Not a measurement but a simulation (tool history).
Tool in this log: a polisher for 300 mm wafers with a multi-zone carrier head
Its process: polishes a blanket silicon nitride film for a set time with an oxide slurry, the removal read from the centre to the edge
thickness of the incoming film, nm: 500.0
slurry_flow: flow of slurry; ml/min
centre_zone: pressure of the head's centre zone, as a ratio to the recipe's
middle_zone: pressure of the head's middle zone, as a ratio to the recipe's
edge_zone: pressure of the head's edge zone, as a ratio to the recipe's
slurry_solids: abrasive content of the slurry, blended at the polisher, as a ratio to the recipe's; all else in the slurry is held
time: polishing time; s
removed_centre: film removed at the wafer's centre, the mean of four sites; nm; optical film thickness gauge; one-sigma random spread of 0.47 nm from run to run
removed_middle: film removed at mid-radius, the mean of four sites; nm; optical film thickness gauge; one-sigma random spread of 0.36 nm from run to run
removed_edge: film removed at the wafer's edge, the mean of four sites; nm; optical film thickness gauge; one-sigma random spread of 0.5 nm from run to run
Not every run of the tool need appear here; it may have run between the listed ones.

| run | hour | slurry_flow | centre_zone | middle_zone | edge_zone | slurry_solids | time | removed_centre | removed_middle | removed_edge |
|---|---|---|---|---|---|---|---|---|---|---|
| 1 | 0.0 | 230 | 1.00 | 1.00 | 1.00 | 1.00 | 59 | 44.039 | 43.258 | 42.461 |
| 2 | 3.0 | 230 | 1.00 | 1.00 | 1.05 | 1.00 | 59 | 44.708 | 42.962 | 43.429 |
| 3 | 10.5 | 230 | 1.00 | 1.00 | 1.05 | 1.15 | 59 | 46.266 | 45.538 | 45.615 |
| 4 | 13.6 | 230 | 0.98 | 1.00 | 1.03 | 1.10 | 59 | 44.260 | 45.365 | 44.132 |
| 5 | 19.5 | 225 | 0.96 | 0.98 | 1.01 | 1.05 | 59 | 42.544 | 43.724 | 43.011 |
| 6 | 27.5 | 225 | 0.89 | 0.98 | 1.01 | 1.05 | 59 | 40.258 | 43.808 | 43.024 |
| 7 | 28.2 | 220 | 0.88 | 0.97 | 0.99 | 1.00 | 59 | 37.263 | 42.935 | 41.313 |

The next listed run, before its measurement:
| 8 | 29.5 | 215 | 0.89 | 0.96 | 0.98 | 1.00 | 59 | ? | ? | ? |

removed_centre: 38.771 nm
removed_middle: 42.219 nm
removed_edge: 42.864 nm
